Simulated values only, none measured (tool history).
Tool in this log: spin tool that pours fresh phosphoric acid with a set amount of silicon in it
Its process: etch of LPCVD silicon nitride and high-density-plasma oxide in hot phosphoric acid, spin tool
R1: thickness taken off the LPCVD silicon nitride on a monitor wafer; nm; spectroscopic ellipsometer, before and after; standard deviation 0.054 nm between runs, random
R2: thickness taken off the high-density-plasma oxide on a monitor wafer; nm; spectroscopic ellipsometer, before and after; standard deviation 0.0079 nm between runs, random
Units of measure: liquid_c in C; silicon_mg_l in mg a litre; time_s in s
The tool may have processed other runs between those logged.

Run 1, hour 0: liquid_c 162 C, silicon_mg_l 21 mg a litre, time_s 150 s. Result: R1 12.955 nm, R2 0.17839 nm.
Run 2, hour 4.9: liquid_c 163.5 C, silicon_mg_l 21 mg a litre, time_s 150 s. Result: R1 13.732 nm, R2 0.19388 nm.
Run 3, hour 12.4: liquid_c 163.5 C, silicon_mg_l 21 mg a litre, time_s 115 s. Result: R1 10.383 nm, R2 0.12683 nm.
Run 4, hour 15.7: liquid_c 163.5 C, silicon_mg_l 21 mg a litre, time_s 155 s. Result: R1 14.28 nm, R2 0.22678 nm.
Run 5, hour 23.6: liquid_c 163.5 C, silicon_mg_l 21 mg a litre, time_s 90 s. Result: R1 8.2418 nm, R2 0.12859 nm.
Run 6, hour 31.1: liquid_c 164 C, silicon_mg_l 27 mg a litre, time_s 90 s. Result: R1 8.3928 nm, R2 0.08761 nm.

Expected results for the next run?
At hour 35.7: heated supply line repaired.
Run 7, hour 35.7: liquid_c 166.5 C, silicon_mg_l 32.5 mg a litre, time_s 100 s. Result: R1 ?, R2 ?.

{"run 7": {"R1": 11.248, "R2": 0.14466}}
